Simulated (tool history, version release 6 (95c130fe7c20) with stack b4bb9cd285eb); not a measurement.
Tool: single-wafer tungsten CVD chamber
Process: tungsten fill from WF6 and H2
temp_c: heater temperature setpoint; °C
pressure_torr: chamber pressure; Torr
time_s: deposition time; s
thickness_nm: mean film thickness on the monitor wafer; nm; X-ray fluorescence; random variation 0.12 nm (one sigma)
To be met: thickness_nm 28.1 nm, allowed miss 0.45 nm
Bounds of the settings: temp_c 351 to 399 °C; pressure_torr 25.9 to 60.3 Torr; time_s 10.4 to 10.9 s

run 1 hour=0 | temp_c=375 pressure_torr=43.1 time_s=10.9 | thickness_nm=21.624
run 2 hour=4 | temp_c=377 pressure_torr=43.1 time_s=10.9 | thickness_nm=22.565
run 3 hour=8.8 | temp_c=379 pressure_torr=43.1 time_s=10.9 | thickness_nm=23.645
run 4 hour=11.6 | temp_c=380 pressure_torr=43.1 time_s=10.9 | thickness_nm=24.347
run 5 hour=18.6 | temp_c=380 pressure_torr=43.1 time_s=10.9 | thickness_nm=24.293
run 6 hour=25.3 | temp_c=381 pressure_torr=43.1 time_s=10.9 | thickness_nm=24.848
run 7 hour=27 | temp_c=382 pressure_torr=43.1 time_s=10.9 | thickness_nm=25.548
run 8 hour=34.2 | temp_c=383 pressure_torr=43.1 time_s=10.9 | thickness_nm=26.039
run 9 hour=38.3 | temp_c=384 pressure_torr=43.1 time_s=10.9 | thickness_nm=26.527

5 next moves are on the table. One of them brings every result within its allowed miss. Which?
run A hour=42.4 | temp_c=378 pressure_torr=47.3 time_s=10.9 | thickness_nm=?
run B hour=42.4 | temp_c=383 pressure_torr=36.2 time_s=10.9 | thickness_nm=?
run C hour=42.4 | temp_c=387 pressure_torr=41.8 time_s=10.9 | thickness_nm=?
run D hour=42.4 | temp_c=386 pressure_torr=44.4 time_s=10.4 | thickness_nm=?
run E hour=42.4 | temp_c=386 pressure_torr=37.8 time_s=10.9 | thickness_nm=?

move=A thickness_nm=24.305
move=B thickness_nm=23.914
move=C thickness_nm=28.1
move=D thickness_nm=26.993
move=E thickness_nm=26.146
A: further off than the last run
B: further off than the last run
C: meets every target
D: nearer than the last run, and not there yet
E: further off than the last run
Move C is the one to make.

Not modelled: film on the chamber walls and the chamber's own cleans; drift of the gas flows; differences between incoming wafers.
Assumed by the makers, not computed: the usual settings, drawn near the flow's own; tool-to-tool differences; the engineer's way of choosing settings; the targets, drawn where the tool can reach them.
